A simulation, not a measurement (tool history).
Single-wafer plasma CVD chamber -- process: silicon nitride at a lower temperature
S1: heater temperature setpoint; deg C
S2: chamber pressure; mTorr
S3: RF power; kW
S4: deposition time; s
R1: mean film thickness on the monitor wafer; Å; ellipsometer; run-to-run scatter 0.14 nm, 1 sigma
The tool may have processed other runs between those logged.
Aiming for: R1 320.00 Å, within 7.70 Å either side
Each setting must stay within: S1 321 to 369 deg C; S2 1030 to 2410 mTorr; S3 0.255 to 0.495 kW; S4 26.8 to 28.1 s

Run 1, hour 0.0: S1 345 deg C, S2 1720 mTorr, S3 0.375 kW, S4 28.1 s. Result: R1 362.03 Å.
Run 2, hour 2.9: S1 351 deg C, S2 1720 mTorr, S3 0.375 kW, S4 28.1 s. Result: R1 363.25 Å.
Run 3, hour 6.4: S1 357 deg C, S2 1720 mTorr, S3 0.375 kW, S4 28.1 s. Result: R1 364.09 Å.
Run 4, hour 10.6: S1 357 deg C, S2 1610 mTorr, S3 0.365 kW, S4 28.0 s. Result: R1 348.78 Å.
Run 5, hour 17.0: S1 365 deg C, S2 1610 mTorr, S3 0.365 kW, S4 28.0 s. Result: R1 347.18 Å.
At hour 20.9: RF generator calibrated.
Run 6, hour 20.9: S1 365 deg C, S2 1530 mTorr, S3 0.360 kW, S4 28.0 s. Result: R1 345.09 Å.
Run 7, hour 23.3: S1 365 deg C, S2 1490 mTorr, S3 0.350 kW, S4 27.9 s. Result: R1 331.42 Å.
Run 8, hour 29.6: S1 365 deg C, S2 1460 mTorr, S3 0.350 kW, S4 27.9 s. Result: R1 328.85 Å.

Which single option among these 4 for the next run brings every result within its allowed miss of target? Just one does.
Run A, hour 35.9: S1 362 deg C, S2 1370 mTorr, S3 0.330 kW, S4 26.8 s. Result: R1 ?.
Run B, hour 35.9: S1 369 deg C, S2 1450 mTorr, S3 0.315 kW, S4 26.8 s. Result: R1 ?.
Run C, hour 35.9: S1 366 deg C, S2 1520 mTorr, S3 0.345 kW, S4 26.8 s. Result: R1 ?.
Run D, hour 35.9: S1 363 deg C, S2 1460 mTorr, S3 0.350 kW, S4 28.1 s. Result: R1 ?.

move      R1
   A  298.35
   B  297.63
   C  318.25
   D  331.08
A: carries the result that was furthest off beyond its target, to the other side
B: carries the result that was furthest off beyond its target, to the other side
C: in spec on every target
D: the biggest miss grows against the last run
Correct choice: C, which meets every target

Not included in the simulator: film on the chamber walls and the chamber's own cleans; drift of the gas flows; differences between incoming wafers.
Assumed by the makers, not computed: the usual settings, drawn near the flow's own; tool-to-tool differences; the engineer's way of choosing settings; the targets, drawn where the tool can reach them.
